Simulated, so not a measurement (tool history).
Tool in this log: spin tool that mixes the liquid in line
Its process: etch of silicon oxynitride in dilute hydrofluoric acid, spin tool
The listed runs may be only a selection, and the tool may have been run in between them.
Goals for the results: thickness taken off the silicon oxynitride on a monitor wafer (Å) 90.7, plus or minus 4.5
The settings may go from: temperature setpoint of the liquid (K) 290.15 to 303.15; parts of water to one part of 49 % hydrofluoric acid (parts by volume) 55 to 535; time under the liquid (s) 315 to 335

run,hour,temperature setpoint of the liquid (K),parts of water to one part of 49 % hydrofluoric acid (parts by volume),time under the liquid (s),thickness taken off the silicon oxynitride on a monitor wafer (Å)
1,0,295.15,295,315,27.129
2,5,297.15,230,315,40.165
3,11,297.15,285,315,30.42
4,16.7,297.15,285,335,33.909
5,25.7,298.65,235,335,44.984
6,33.5,299.65,200,335,55.328
7,34.2,300.65,175,335,66.833
8,35.8,301.15,160,335,77.339
9,37,301.65,155,335,84.561
10,41.9,302.15,155,335,84.903

Which of these 4 next moves meets every target?
A,46.8,302.15,145,330,?
B,46.8,299.15,135,315,?
C,46.8,300.15,155,335,?
D,46.8,301.65,160,325,?

move,thickness taken off the silicon oxynitride on a monitor wafer (Å)
A,91.988
B,83.236
C,79.26
D,79.226
A: in spec on every target
B: the biggest miss grows against the last run
C: the biggest miss grows against the last run
D: the biggest miss grows against the last run
A meets every target.

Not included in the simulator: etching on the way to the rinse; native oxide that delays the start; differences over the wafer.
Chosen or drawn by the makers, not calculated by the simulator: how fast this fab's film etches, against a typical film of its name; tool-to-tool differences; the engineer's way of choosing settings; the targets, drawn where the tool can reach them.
